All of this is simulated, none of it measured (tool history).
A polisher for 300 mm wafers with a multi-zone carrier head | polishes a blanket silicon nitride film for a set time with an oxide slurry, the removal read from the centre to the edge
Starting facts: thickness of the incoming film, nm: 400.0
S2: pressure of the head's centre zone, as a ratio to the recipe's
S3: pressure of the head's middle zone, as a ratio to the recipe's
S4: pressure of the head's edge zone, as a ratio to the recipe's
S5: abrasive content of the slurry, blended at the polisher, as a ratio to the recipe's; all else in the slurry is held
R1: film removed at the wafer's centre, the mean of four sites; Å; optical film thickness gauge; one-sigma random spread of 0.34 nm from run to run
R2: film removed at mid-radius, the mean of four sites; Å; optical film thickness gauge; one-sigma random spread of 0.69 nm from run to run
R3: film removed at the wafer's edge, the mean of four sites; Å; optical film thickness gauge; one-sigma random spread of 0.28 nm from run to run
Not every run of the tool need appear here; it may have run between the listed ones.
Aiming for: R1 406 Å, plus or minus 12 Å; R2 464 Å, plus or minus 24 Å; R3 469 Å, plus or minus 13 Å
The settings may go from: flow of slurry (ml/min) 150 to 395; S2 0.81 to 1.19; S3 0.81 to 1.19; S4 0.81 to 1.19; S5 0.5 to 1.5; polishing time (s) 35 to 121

{"run": 1, "hour": 0.0, "flow of slurry (ml/min)": 250, "S2": 1, "S3": 1, "S4": 1, "S5": 1, "polishing time (s)": 78, "R1": 896.48, "R2": 930.71, "R3": 879.67}
{"run": 2, "hour": 4.8, "flow of slurry (ml/min)": 245, "S2": 0.98, "S3": 0.99, "S4": 0.99, "S5": 0.95, "polishing time (s)": 75, "R1": 818.28, "R2": 845.62, "R3": 830.8}
{"run": 3, "hour": 13.4, "flow of slurry (ml/min)": 205, "S2": 0.98, "S3": 0.99, "S4": 0.99, "S5": 0.95, "polishing time (s)": 75, "R1": 809.49, "R2": 851.39, "R3": 822.72}
{"run": 4, "hour": 15.2, "flow of slurry (ml/min)": 205, "S2": 0.97, "S3": 0.99, "S4": 0.98, "S5": 0.9, "polishing time (s)": 72, "R1": 753.13, "R2": 811.04, "R3": 759.99}
{"run": 5, "hour": 19.7, "flow of slurry (ml/min)": 205, "S2": 1.04, "S3": 0.99, "S4": 0.98, "S5": 0.9, "polishing time (s)": 72, "R1": 809.49, "R2": 807.02, "R3": 767.56}
{"run": 6, "hour": 28.0, "flow of slurry (ml/min)": 205, "S2": 1.04, "S3": 1.07, "S4": 0.98, "S5": 0.9, "polishing time (s)": 72, "R1": 800.83, "R2": 838.33, "R3": 764.92}
{"run": 7, "hour": 32.3, "flow of slurry (ml/min)": 165, "S2": 0.94, "S3": 0.97, "S4": 0.99, "S5": 0.65, "polishing time (s)": 50, "R1": 445.16, "R2": 472.49, "R3": 472.94}
{"run": 8, "hour": 40.5, "flow of slurry (ml/min)": 165, "S2": 0.93, "S3": 0.97, "S4": 0.99, "S5": 0.65, "polishing time (s)": 50, "R1": 431.4, "R2": 470.37, "R3": 469.54}
{"run": 9, "hour": 43.8, "flow of slurry (ml/min)": 160, "S2": 0.91, "S3": 0.97, "S4": 1, "S5": 0.65, "polishing time (s)": 50, "R1": 421.8, "R2": 473.67, "R3": 475.85}

Below are 5 possible settings for the next run. Only one of them brings all results inside the allowed miss of their targets. Which is it?
{"run": "A", "hour": 47.1, "flow of slurry (ml/min)": 165, "S2": 0.94, "S3": 0.99, "S4": 0.99, "S5": 0.5, "polishing time (s)": 53, "R1": "?", "R2": "?", "R3": "?"}
{"run": "B", "hour": 47.1, "flow of slurry (ml/min)": 150, "S2": 0.87, "S3": 0.93, "S4": 0.96, "S5": 0.9, "polishing time (s)": 46, "R1": "?", "R2": "?", "R3": "?"}
{"run": "C", "hour": 47.1, "flow of slurry (ml/min)": 150, "S2": 0.92, "S3": 1, "S4": 0.93, "S5": 0.55, "polishing time (s)": 54, "R1": "?", "R2": "?", "R3": "?"}
{"run": "D", "hour": 47.1, "flow of slurry (ml/min)": 155, "S2": 0.97, "S3": 0.95, "S4": 1.04, "S5": 0.5, "polishing time (s)": 53, "R1": "?", "R2": "?", "R3": "?"}
{"run": "E", "hour": 47.1, "flow of slurry (ml/min)": 160, "S2": 0.83, "S3": 1.07, "S4": 0.94, "S5": 0.65, "polishing time (s)": 52, "R1": "?", "R2": "?", "R3": "?"}

move=A R1=423.55 R2=482.74 R3=457.08
move=B R1=400.84 R2=475.74 R3=464.99
move=C R1=425.46 R2=500.21 R3=459.09
move=D R1=430.94 R2=463.91 R3=464.14
move=E R1=395.37 R2=538.72 R3=472.54
A: moves away from the targets compared with the last run
B: all results in spec
C: moves away from the targets compared with the last run
D: moves away from the targets compared with the last run
E: corrects the largest miss of the last run, while another result sits out of spec
The right move is B.

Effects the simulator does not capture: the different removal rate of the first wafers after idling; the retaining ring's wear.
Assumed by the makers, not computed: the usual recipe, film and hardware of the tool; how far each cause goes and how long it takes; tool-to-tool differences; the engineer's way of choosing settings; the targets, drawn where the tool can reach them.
